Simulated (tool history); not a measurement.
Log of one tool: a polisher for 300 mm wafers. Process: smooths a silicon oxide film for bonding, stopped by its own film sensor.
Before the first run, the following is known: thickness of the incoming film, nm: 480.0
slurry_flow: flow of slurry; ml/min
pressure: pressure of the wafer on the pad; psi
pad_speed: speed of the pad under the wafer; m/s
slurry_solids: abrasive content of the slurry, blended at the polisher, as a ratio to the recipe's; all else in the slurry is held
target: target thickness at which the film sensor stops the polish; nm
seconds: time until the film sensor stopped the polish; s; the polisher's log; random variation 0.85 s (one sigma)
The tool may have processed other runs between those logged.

run	hour	slurry_flow	pressure	pad_speed	slurry_solids	target	seconds
1	0.0	295	2.5	0.72	1.00	395	95.199
2	5.7	230	2.5	0.72	1.00	395	96.338
3	12.2	230	2.7	0.72	1.00	395	87.448
4	16.0	230	2.7	0.80	1.00	395	82.137
5	22.0	230	2.7	0.80	0.85	395	86.645
6	28.2	230	2.8	0.80	0.85	395	82.445
7	35.3	230	2.9	0.80	0.85	395	81.335

Predict the results of run 8:
8	38.0	230	3.0	0.80	0.85	395	?

seconds: 78.008 s
